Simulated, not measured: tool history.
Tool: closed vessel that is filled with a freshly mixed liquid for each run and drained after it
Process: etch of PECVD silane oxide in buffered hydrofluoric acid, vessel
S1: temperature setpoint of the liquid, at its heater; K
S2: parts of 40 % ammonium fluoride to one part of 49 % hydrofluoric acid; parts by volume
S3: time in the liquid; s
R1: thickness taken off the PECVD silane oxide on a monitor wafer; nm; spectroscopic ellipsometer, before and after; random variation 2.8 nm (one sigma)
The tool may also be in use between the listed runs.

run	hour	S1	S2	S3	R1
1	0	297.15	9.5	85	168.53
2	0.9	297.15	9.5	95	185.17
3	2.5	298.65	9	95	207.81
4	5.2	300.15	8.5	95	235.9
5	12.1	300.15	8.5	85	217.57
6	13	300.15	10.5	85	178.39
7	16.6	301.15	9.5	85	202.61
8	24.5	302.15	9	85	226.48
9	29	302.15	9	85	224.18
10	33.7	302.65	8.5	85	245.63

Forecast run 11:
11	37.7	303.15	8	85	?

R1: 270.78 nm
